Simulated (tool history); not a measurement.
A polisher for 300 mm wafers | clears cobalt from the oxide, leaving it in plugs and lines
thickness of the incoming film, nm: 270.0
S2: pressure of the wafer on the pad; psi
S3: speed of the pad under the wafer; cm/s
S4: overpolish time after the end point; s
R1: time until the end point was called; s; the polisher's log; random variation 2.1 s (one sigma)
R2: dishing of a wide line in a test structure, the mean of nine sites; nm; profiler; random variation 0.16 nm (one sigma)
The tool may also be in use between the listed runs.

run 1 hour=0 | flow_of_slurry_(ml/min)=145 S2=1.4 S3=80 S4=29 | R1=100.57 R2=30.677
run 2 hour=0.8 | flow_of_slurry_(ml/min)=130 S2=1.2 S3=80 S4=24 | R1=119.85 R2=27.754
run 3 hour=4.6 | flow_of_slurry_(ml/min)=165 S2=1.2 S3=80 S4=24 | R1=111.92 R2=28.674
run 4 hour=12.3 | flow_of_slurry_(ml/min)=145 S2=1.1 S3=78 S4=20 | R1=126.58 R2=23.907
run 5 hour=19.5 | flow_of_slurry_(ml/min)=130 S2=1.1 S3=76 S4=17 | R1=136.06 R2=21.672
run 6 hour=26.6 | flow_of_slurry_(ml/min)=110 S2=1.1 S3=76 S4=17 | R1=142.76 R2=21.057
run 7 hour=35.6 | flow_of_slurry_(ml/min)=105 S2=1.2 S3=70 S4=15 | R1=142.41 R2=19.671
run 8 hour=41.1 | flow_of_slurry_(ml/min)=100 S2=1.3 S3=66 S4=14 | R1=143.79 R2=18.508

Run 9 comes next. What will it give?
run 9 hour=48 | flow_of_slurry_(ml/min)=100 S2=1.3 S3=66 S4=14 | R1=? R2=?

Run 9 gave R1 142.2 s, R2 18.648 nm.
